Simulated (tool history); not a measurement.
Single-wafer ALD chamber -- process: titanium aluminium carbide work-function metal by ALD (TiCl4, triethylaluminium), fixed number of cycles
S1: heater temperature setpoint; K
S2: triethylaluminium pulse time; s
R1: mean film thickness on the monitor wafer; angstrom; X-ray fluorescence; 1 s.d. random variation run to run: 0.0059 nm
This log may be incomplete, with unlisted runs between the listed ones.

run  hour      S1     S2      R1
  1     0  563.15   14.3  19.832
  2   2.5  554.15   14.3  18.882
  3   8.7  550.15  13.99  18.366
  4  17.2  559.15  13.99  19.426
  5  19.6  554.15  13.69  18.944
  6  20.9  562.15  13.69  19.573
  7  27.3  556.15   12.8  18.993
  8  30.3  556.15   12.8  18.941

Run 9 has not been measured yet. What should we expect?
  9    33  552.15  12.29   ?

R1: 18.588 angstrom

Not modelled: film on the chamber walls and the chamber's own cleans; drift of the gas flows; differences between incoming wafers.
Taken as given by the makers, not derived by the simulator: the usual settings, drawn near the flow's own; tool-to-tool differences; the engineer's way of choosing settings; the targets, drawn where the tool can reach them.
